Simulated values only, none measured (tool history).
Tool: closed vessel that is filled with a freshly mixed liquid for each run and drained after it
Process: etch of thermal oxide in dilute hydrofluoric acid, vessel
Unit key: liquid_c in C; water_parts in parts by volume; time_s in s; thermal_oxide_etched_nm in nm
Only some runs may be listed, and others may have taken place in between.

{"run": 1, "hour": 0.0, "liquid_c": 22, "water_parts": 170, "time_s": 1145, "thermal_oxide_etched_nm": 24.01}
{"run": 2, "hour": 4.2, "liquid_c": 21.5, "water_parts": 175, "time_s": 1145, "thermal_oxide_etched_nm": 23.314}
{"run": 3, "hour": 8.0, "liquid_c": 25, "water_parts": 175, "time_s": 1145, "thermal_oxide_etched_nm": 26.113}
{"run": 4, "hour": 9.1, "liquid_c": 24, "water_parts": 180, "time_s": 1145, "thermal_oxide_etched_nm": 24.264}
{"run": 5, "hour": 12.3, "liquid_c": 23, "water_parts": 185, "time_s": 1145, "thermal_oxide_etched_nm": 22.876}
{"run": 6, "hour": 19.4, "liquid_c": 22, "water_parts": 190, "time_s": 1145, "thermal_oxide_etched_nm": 21}
{"run": 7, "hour": 22.3, "liquid_c": 22, "water_parts": 190, "time_s": 1145, "thermal_oxide_etched_nm": 20.921}
{"run": 8, "hour": 23.8, "liquid_c": 22, "water_parts": 190, "time_s": 1145, "thermal_oxide_etched_nm": 21.773}
{"run": 9, "hour": 28.3, "liquid_c": 21.5, "water_parts": 195, "time_s": 1145, "thermal_oxide_etched_nm": 20.143}
{"run": 10, "hour": 32.3, "liquid_c": 21.5, "water_parts": 195, "time_s": 1145, "thermal_oxide_etched_nm": 20.14}
{"run": 11, "hour": 36.7, "liquid_c": 21, "water_parts": 200, "time_s": 1145, "thermal_oxide_etched_nm": 18.8}
{"run": 12, "hour": 45.0, "liquid_c": 20.5, "water_parts": 200, "time_s": 1145, "thermal_oxide_etched_nm": 18.624}
{"run": 13, "hour": 46.4, "liquid_c": 20, "water_parts": 200, "time_s": 1145, "thermal_oxide_etched_nm": 18.225}
{"run": 14, "hour": 54.5, "liquid_c": 19.5, "water_parts": 200, "time_s": 1145, "thermal_oxide_etched_nm": 18.322}
{"run": 15, "hour": 60.7, "liquid_c": 19, "water_parts": 200, "time_s": 1145, "thermal_oxide_etched_nm": 17.734}
{"run": 16, "hour": 65.2, "liquid_c": 18.5, "water_parts": 200, "time_s": 1145, "thermal_oxide_etched_nm": 17.568}

The next listed run, before its measurement:
{"run": 17, "hour": 68.0, "liquid_c": 17.5, "water_parts": 205, "time_s": 1145, "thermal_oxide_etched_nm": "?"}

Run 17 gave thermal_oxide_etched_nm 16.193 nm.
